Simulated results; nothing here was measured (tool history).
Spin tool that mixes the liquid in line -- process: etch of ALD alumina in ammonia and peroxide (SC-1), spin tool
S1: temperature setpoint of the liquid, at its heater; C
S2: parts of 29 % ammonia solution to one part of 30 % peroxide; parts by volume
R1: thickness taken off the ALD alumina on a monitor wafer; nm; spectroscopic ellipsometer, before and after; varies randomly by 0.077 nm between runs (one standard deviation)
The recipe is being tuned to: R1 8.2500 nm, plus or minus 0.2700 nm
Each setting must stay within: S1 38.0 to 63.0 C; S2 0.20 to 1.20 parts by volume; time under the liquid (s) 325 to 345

Run 1, hour 0.0: S1 47.0 C, S2 0.75 parts by volume, time under the liquid (s) 325. Result: R1 10.9570 nm.
Run 2, hour 5.5: S1 47.0 C, S2 0.60 parts by volume, time under the liquid (s) 325. Result: R1 10.5750 nm.
Run 3, hour 8.8: S1 47.0 C, S2 0.60 parts by volume, time under the liquid (s) 345. Result: R1 11.3430 nm.
Run 4, hour 12.7: S1 46.0 C, S2 0.60 parts by volume, time under the liquid (s) 345. Result: R1 10.6110 nm.
Run 5, hour 19.9: S1 53.0 C, S2 0.60 parts by volume, time under the liquid (s) 345. Result: R1 15.6930 nm.
Run 6, hour 23.6: S1 51.5 C, S2 0.60 parts by volume, time under the liquid (s) 345. Result: R1 14.4220 nm.
Run 7, hour 27.6: S1 50.0 C, S2 0.60 parts by volume, time under the liquid (s) 345. Result: R1 13.4270 nm.
Run 8, hour 33.3: S1 50.0 C, S2 0.60 parts by volume, time under the liquid (s) 345. Result: R1 13.3520 nm.
Run 9, hour 35.9: S1 48.5 C, S2 0.60 parts by volume, time under the liquid (s) 345. Result: R1 12.0550 nm.

Which of these 5 next moves meets every target?
Run A, hour 38.5: S1 41.0 C, S2 0.60 parts by volume, time under the liquid (s) 325. Result: R1 ?.
Run B, hour 38.5: S1 42.0 C, S2 0.40 parts by volume, time under the liquid (s) 325. Result: R1 ?.
Run C, hour 38.5: S1 40.5 C, S2 0.70 parts by volume, time under the liquid (s) 340. Result: R1 ?.
Run D, hour 38.5: S1 41.5 C, S2 0.60 parts by volume, time under the liquid (s) 325. Result: R1 ?.
Run E, hour 38.5: S1 42.5 C, S2 0.65 parts by volume, time under the liquid (s) 325. Result: R1 ?.

move      R1
   A  7.4667
   B  7.6153
   C  7.6979
   D  7.6883
   E  8.2113
A: the result that was furthest off in the last run now lies on the other side of its target
B: the result that was furthest off in the last run now lies on the other side of its target
C: the result that was furthest off in the last run now lies on the other side of its target
D: the result that was furthest off in the last run now lies on the other side of its target
E: meets every target
Correct choice: E, which meets every target
